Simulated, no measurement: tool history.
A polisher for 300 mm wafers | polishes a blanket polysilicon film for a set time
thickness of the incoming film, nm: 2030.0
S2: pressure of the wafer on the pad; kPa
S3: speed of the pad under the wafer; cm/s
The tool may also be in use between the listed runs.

{"run": 1, "day": 0.0, "flow of slurry (ml/min)": 295, "S2": 17.2, "S3": 98, "polishing time (s)": 76, "film removed (Å)": 5303.2}
{"run": 2, "day": 0.312, "flow of slurry (ml/min)": 300, "S2": 17.9, "S3": 98, "polishing time (s)": 76, "film removed (Å)": 5535.7}
{"run": 3, "day": 0.683, "flow of slurry (ml/min)": 300, "S2": 17.9, "S3": 86, "polishing time (s)": 76, "film removed (Å)": 5005.5}
{"run": 4, "day": 0.908, "flow of slurry (ml/min)": 300, "S2": 20.7, "S3": 86, "polishing time (s)": 76, "film removed (Å)": 5725.8}
{"run": 5, "day": 0.954, "flow of slurry (ml/min)": 305, "S2": 21.4, "S3": 86, "polishing time (s)": 76, "film removed (Å)": 5789.7}
{"run": 6, "day": 1.033, "flow of slurry (ml/min)": 335, "S2": 21.4, "S3": 86, "polishing time (s)": 76, "film removed (Å)": 5807.5}
{"run": 7, "day": 1.092, "flow of slurry (ml/min)": 335, "S2": 22.1, "S3": 86, "polishing time (s)": 76, "film removed (Å)": 6031.2}
{"run": 8, "day": 1.138, "flow of slurry (ml/min)": 335, "S2": 22.8, "S3": 86, "polishing time (s)": 76, "film removed (Å)": 6167.7}

The next listed run, before its measurement:
{"run": 9, "day": 1.312, "flow of slurry (ml/min)": 335, "S2": 23.4, "S3": 86, "polishing time (s)": 76, "film removed (Å)": "?"}

{"run 9": {"film removed (Å)": 6360.8}}
